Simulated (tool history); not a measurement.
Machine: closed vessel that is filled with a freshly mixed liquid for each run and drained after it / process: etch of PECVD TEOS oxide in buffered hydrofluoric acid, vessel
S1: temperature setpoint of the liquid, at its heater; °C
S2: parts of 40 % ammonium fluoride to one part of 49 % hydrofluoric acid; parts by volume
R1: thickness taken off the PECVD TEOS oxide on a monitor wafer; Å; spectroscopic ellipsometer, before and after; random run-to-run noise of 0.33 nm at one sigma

{"run": 1, "day": 0.0, "S1": 21, "S2": 20, "time in the liquid (s)": 95, "R1": 511.83}
{"run": 2, "day": 0.288, "S1": 21, "S2": 20, "time in the liquid (s)": 95, "R1": 514.29}
{"run": 3, "day": 0.333, "S1": 19, "S2": 20, "time in the liquid (s)": 95, "R1": 456.01}
{"run": 4, "day": 0.621, "S1": 19, "S2": 16.5, "time in the liquid (s)": 95, "R1": 548.86}
{"run": 5, "day": 0.888, "S1": 19, "S2": 14.5, "time in the liquid (s)": 95, "R1": 629.75}
{"run": 6, "day": 1.146, "S1": 18.5, "S2": 16, "time in the liquid (s)": 95, "R1": 559.35}

Expected results for the next run?
{"run": 7, "day": 1.388, "S1": 18, "S2": 17, "time in the liquid (s)": 95, "R1": "?"}

{"run 7": {"R1": 512.3}}
